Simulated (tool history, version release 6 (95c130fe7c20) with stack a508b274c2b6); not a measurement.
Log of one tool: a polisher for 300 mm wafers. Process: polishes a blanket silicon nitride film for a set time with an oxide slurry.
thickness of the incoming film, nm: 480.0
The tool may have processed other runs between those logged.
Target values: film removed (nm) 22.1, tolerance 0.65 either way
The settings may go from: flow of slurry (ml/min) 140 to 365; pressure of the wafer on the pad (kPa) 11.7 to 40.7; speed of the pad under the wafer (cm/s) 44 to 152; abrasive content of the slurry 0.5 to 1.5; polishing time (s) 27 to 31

run  hour  flow of slurry (ml/min)  pressure of the wafer on the pad (kPa)  speed of the pad under the wafer (cm/s)  abrasive content of the slurry  polishing time (s)  film removed (nm)
  1     0                      235                                    26.2                                       98                               1                  31             15.616
  2     1                      235                                    21.4                                       98                               1                  31             12.893
  3   3.1                      235                                    22.8                                       98                               1                  31             13.856
  4   6.4                      235                                    28.3                                       98                               1                  31             16.509
  5  13.3                      255                                    28.3                                       98                               1                  31             16.675
       22  -- worn pad replaced by a new one
  6    22                      215                                    28.3                                       98                               1                  31             19.046
  7  26.7                      210                                    28.3                                       98                               1                  31             19.078
  8  30.3                      210                                    28.3                                       98                               1                  31             19.112
  9  32.9                      205                                    28.3                                       98                               1                  31             18.799
 10    34                      200                                    28.3                                       98                               1                  31             18.939
 11  42.8                      195                                    28.3                                       98                               1                  31              18.83
 12  51.6                      190                                    28.3                                       98                               1                  31             18.787
 13  53.1                      185                                    28.3                                       98                               1                  31             18.372

5 next moves are on the table. One of them brings every result within its allowed miss. Which?
  A  54.6                      185                                    27.6                                       96                            1.05                  30                  ?
  B  54.6                      200                                    24.8                                      102                            0.95                  28                  ?
  C  54.6                      180                                      31                                      106                             0.9                  31                  ?
  D  54.6                      165                                    26.9                                       80                             1.1                  29                  ?
  E  54.6                      200                                      31                                      114                            0.95                  31                  ?

move  film removed (nm)
   A             18.106
   B             15.333
   C             20.218
   D             15.485
   E              22.12
A: further off than the last run
B: further off than the last run
C: closer than the last run, but not yet in spec
D: further off than the last run
E: each result inside its tolerance
The move that meets every target is E.
